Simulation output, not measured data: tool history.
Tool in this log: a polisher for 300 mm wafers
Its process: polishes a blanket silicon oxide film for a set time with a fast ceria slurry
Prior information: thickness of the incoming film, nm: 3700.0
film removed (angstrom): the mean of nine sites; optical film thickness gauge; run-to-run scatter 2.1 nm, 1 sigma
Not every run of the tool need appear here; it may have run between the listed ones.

run	hour	flow of slurry (ml/min)	pressure of the wafer on the pad (psi)	speed of the pad under the wafer (cm/s)	polishing time (s)	film removed (angstrom)
1	0.0	315	2.5	80	63	6381.4
2	6.5	355	2.5	80	63	6496.7
3	12.7	355	2.5	80	63	6407.2
4	13.3	295	2.5	80	63	6381.5
5	15.8	345	2.5	80	63	6438.3
6	18.9	345	2.2	80	63	5840.5
7	22.7	340	2.0	78	63	5367.6
8	31.3	340	1.8	76	63	4883.6
9	33.8	340	1.7	74	63	4550.7
10	40.8	340	1.6	74	63	4430.3
11	46.6	340	1.5	72	63	4185.5
12	53.1	340	1.4	72	63	3992.0
13	54.8	335	1.3	72	63	3789.3
14	58.5	320	1.3	72	63	3782.8
15	64.5	305	1.3	72	63	3729.7
16	70.0	290	1.3	72	63	3761.3
17	76.4	280	1.3	72	63	3744.7
18	79.9	275	1.3	72	63	3726.8

For run 19, what comes out?
19	84.4	270	1.3	72	63	?

{"run 19": {"film removed (angstrom)": 3762.9}}
